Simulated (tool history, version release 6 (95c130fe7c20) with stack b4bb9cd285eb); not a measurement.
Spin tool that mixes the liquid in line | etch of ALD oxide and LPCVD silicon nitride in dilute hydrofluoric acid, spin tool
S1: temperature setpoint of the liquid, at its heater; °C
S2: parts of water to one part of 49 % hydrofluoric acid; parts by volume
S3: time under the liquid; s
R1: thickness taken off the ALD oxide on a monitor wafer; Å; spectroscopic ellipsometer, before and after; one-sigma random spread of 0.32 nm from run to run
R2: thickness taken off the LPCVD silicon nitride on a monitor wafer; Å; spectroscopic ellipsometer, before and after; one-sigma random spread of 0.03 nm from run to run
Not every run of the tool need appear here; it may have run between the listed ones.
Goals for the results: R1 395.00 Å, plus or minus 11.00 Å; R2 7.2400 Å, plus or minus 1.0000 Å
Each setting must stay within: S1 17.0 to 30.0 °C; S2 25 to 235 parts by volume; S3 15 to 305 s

| run | hour | S1 | S2 | S3 | R1 | R2 |
|---|---|---|---|---|---|---|
| 1 | 0.0 | 22.0 | 130 | 155 | 261.91 | 5.5977 |
| 2 | 1.1 | 25.0 | 130 | 155 | 288.91 | 6.8997 |
| 3 | 2.5 | 24.0 | 110 | 155 | 338.67 | 7.4750 |
| 4 | 9.0 | 23.5 | 100 | 155 | 364.72 | 8.3341 |
| 5 | 13.6 | 20.5 | 100 | 155 | 327.51 | 6.3284 |
| 6 | 19.3 | 20.5 | 75 | 155 | 444.71 | 8.5744 |
| 7 | 22.3 | 20.0 | 75 | 155 | 440.98 | 8.0116 |
| 8 | 24.2 | 20.0 | 80 | 155 | 404.31 | 7.4511 |

Below are 4 possible settings for the next run. Only one of them brings all results inside the allowed miss of their targets. Which is it?
| A | 26.1 | 18.5 | 75 | 155 | ? | ? |
| B | 26.1 | 19.0 | 75 | 145 | ? | ? |
| C | 26.1 | 19.5 | 80 | 160 | ? | ? |
| D | 26.1 | 22.0 | 75 | 135 | ? | ? |

| move | R1 | R2 |
|---|---|---|
| A | 413.67 | 7.8098 |
| B | 395.23 | 7.5640 |
| C | 415.16 | 8.1134 |
| D | 416.86 | 8.6488 |
A: misses by more than the last run did
B: every result within its allowed miss
C: misses by more than the last run did
D: misses by more than the last run did
Correct choice: B, which meets every target
